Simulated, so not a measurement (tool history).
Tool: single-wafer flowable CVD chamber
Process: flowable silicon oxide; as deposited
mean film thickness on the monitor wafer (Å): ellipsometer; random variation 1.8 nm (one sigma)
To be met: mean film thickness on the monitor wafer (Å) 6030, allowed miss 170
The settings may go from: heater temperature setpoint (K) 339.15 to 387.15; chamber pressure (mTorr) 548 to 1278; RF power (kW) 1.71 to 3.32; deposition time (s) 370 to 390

run    day  heater temperature setpoint (K)  chamber pressure (mTorr)  RF power (kW)  deposition time (s)  mean film thickness on the monitor wafer (Å)
  1      0                           363.15                       913          2.515                  390                                        3775.1
  2  0.062                           360.15                       914          2.515                  390                                        4083.6
  3    0.1                           360.15                       758          2.515                  390                                        3396.6
  4   0.25                           360.15                       758          2.515                  370                                        3237.1
  5  0.308                           360.15                       758           2.19                  370                                        3123.1
  6  0.458                           360.15                       758          2.315                  370                                        3171.5
     0.604  -- RF generator calibrated
  7  0.604                           356.15                       760          2.315                  370                                        3577.9
  8    0.9                           353.15                       764          2.315                  370                                        3884.9
  9  1.221                           350.15                       772          2.315                  370                                        4246.7
 10    1.3                           348.15                       780          2.315                  370                                        4481.2
 11  1.454                           346.15                       789           2.32                  370                                          4771
 12  1.542                           345.15                       797           2.32                  370                                        4910.9
 13  1.608                           345.15                       797           2.32                  370                                        4883.3
 14  1.642                           344.15                       807          2.325                  370                                        5015.1
 15  1.879                           343.15                       817           2.33                  370                                        5229.7
 16  1.958                           342.15                       824           2.33                  370                                        5362.1
 17  2.112                           341.15                       832           2.33                  370                                        5545.4
 18  2.338                           341.15                       838           2.33                  370                                        5580.8
 19  2.567                           341.15                       843           2.33                  370                                        5598.9
 20   2.65                           341.15                       848           2.33                  370                                        5621.9
 21  2.829                           341.15                       852           2.33                  370                                        5665.1
 22  2.979                           341.15                       855           2.33                  370                                        5694.8
 23  3.258                           341.15                       857           2.33                  370                                        5698.3
 24  3.546                           341.15                       859           2.33                  370                                        5675.3
 25  3.596                           341.15                       861           2.33                  370                                        5724.6
 26  3.804                           341.15                       862           2.33                  370                                        5727.5
 27  3.979                           341.15                       863           2.33                  370                                        5753.4

4 next moves are on the table. One of them brings every result within its allowed miss. Which?
  A  4.154                           350.15                      1019           2.64                  370                                             ?
  B  4.154                           347.15                       935           2.58                  370                                             ?
  C  4.154                           339.15                       861           2.56                  370                                             ?
  D  4.154                           342.15                       872          2.255                  374                                             ?

move  mean film thickness on the monitor wafer (Å)
   A                                        5713.9
   B                                        5605.7
   C                                        6046.3
   D                                        5733.8
A: further off than the last run
B: further off than the last run
C: meets every target
D: further off than the last run
Move C is the one to make.
